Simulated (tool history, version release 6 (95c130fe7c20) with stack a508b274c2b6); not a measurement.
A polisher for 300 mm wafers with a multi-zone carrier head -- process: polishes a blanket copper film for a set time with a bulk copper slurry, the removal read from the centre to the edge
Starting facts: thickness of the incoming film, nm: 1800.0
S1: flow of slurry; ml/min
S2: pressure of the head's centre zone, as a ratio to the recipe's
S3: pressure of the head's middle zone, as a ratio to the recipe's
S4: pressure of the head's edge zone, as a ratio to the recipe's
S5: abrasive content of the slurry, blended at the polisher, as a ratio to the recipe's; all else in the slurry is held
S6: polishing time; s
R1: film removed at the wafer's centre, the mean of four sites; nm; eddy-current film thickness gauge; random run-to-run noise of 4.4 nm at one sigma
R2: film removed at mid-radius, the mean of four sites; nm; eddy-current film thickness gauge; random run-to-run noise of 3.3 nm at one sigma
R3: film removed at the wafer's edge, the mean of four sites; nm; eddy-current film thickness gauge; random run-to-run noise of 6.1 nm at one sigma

{"run": 1, "hour": 0.0, "S1": 135, "S2": 1, "S3": 1, "S4": 1, "S5": 1, "S6": 57, "R1": 317.62, "R2": 314.2, "R3": 312.85}
{"run": 2, "hour": 1.8, "S1": 135, "S2": 0.97, "S3": 0.98, "S4": 1.06, "S5": 1.15, "S6": 62, "R1": 347.57, "R2": 350.34, "R3": 373.08}
{"run": 3, "hour": 9.4, "S1": 135, "S2": 0.97, "S3": 0.98, "S4": 1.06, "S5": 1.25, "S6": 62, "R1": 359.84, "R2": 354.37, "R3": 369.61}
{"run": 4, "hour": 12.0, "S1": 120, "S2": 0.97, "S3": 0.98, "S4": 1.06, "S5": 1.25, "S6": 62, "R1": 336.65, "R2": 346.83, "R3": 366.14}
{"run": 5, "hour": 20.8, "S1": 135, "S2": 0.93, "S3": 0.97, "S4": 1.1, "S5": 1.3, "S6": 64, "R1": 348.7, "R2": 365.9, "R3": 391.73}
{"hour": 27.2, "done": "worn pad replaced by a new one"}
{"run": 6, "hour": 27.2, "S1": 135, "S2": 0.93, "S3": 0.93, "S4": 1.1, "S5": 1.3, "S6": 64, "R1": 389.76, "R2": 403.47, "R3": 440.66}
{"run": 7, "hour": 33.2, "S1": 145, "S2": 0.93, "S3": 0.92, "S4": 1.13, "S5": 1.25, "S6": 64, "R1": 391.63, "R2": 399.71, "R3": 450.08}

What does the tool deliver on the next run?
{"run": 8, "hour": 38.4, "S1": 155, "S2": 0.92, "S3": 0.91, "S4": 1.15, "S5": 1.25, "S6": 64, "R1": "?", "R2": "?", "R3": "?"}

For run 8 the tool returned R1 396.16 nm, R2 404.52 nm, R3 454.86 nm.
